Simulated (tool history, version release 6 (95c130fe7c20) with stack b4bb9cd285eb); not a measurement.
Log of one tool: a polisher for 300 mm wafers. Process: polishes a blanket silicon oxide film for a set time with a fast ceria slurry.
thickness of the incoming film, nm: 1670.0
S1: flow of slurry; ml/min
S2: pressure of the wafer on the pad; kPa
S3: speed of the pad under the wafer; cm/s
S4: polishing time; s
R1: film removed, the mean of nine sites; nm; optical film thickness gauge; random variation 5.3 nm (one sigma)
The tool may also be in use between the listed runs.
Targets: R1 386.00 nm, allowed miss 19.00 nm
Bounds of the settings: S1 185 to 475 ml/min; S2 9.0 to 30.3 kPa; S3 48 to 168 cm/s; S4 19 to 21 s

run,day,S1,S2,S3,S4,R1
1,0.000,305,19.3,108,21,287.93
2,0.096,305,22.8,108,21,338.59
3,0.433,260,22.8,108,21,334.78
4,0.625,215,22.8,108,21,319.79
5,0.958,220,22.8,108,21,326.67
6,1.029,220,23.4,108,21,332.85
7,1.354,230,24.8,108,21,357.03
8,1.571,235,25.5,108,21,364.03
9,1.933,235,25.5,108,21,361.49

4 next moves are on the table. One of them brings every result within its allowed miss. Which?
A,2.296,295,30.3,106,21,?
B,2.296,225,24.1,108,19,?
C,2.296,210,26.9,122,21,?
D,2.296,315,26.2,108,21,?

move,R1
A,430.06
B,304.64
C,416.25
D,382.30
A: takes the result that was furthest off past its target
B: further off than the last run
C: takes the result that was furthest off past its target
D: meets every target
Move D is the one to make.

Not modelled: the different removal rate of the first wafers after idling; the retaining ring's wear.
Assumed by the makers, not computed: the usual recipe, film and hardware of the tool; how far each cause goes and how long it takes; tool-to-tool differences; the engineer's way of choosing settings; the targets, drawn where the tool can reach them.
